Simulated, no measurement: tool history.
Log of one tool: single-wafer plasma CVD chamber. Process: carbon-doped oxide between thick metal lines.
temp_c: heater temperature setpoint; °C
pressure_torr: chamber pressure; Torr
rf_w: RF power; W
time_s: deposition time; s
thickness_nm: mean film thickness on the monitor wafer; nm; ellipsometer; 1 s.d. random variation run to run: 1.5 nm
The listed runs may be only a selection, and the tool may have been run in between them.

run 1 day=0 | temp_c=325 pressure_torr=5.78 rf_w=380 time_s=182 | thickness_nm=787.85
run 2 day=0.308 | temp_c=325 pressure_torr=5.78 rf_w=380 time_s=182 | thickness_nm=788.08
run 3 day=0.579 | temp_c=325 pressure_torr=4.91 rf_w=380 time_s=182 | thickness_nm=769.42
run 4 day=0.796 | temp_c=331 pressure_torr=4.42 rf_w=350 time_s=181 | thickness_nm=680.06
run 5 day=0.979 | temp_c=331 pressure_torr=4.42 rf_w=350 time_s=182 | thickness_nm=681.51
run 6 day=1.2 | temp_c=331 pressure_torr=4.02 rf_w=350 time_s=182 | thickness_nm=675.65
run 7 day=1.233 | temp_c=336 pressure_torr=3.83 rf_w=340 time_s=182 | thickness_nm=642.76

For run 8, what comes out?
-- day=1.338 thermocouple changed; heater temperature recalibrated
run 8 day=1.338 | temp_c=340 pressure_torr=3.71 rf_w=335 time_s=182 | thickness_nm=?

Run 8 produced thickness_nm 628.01 nm.
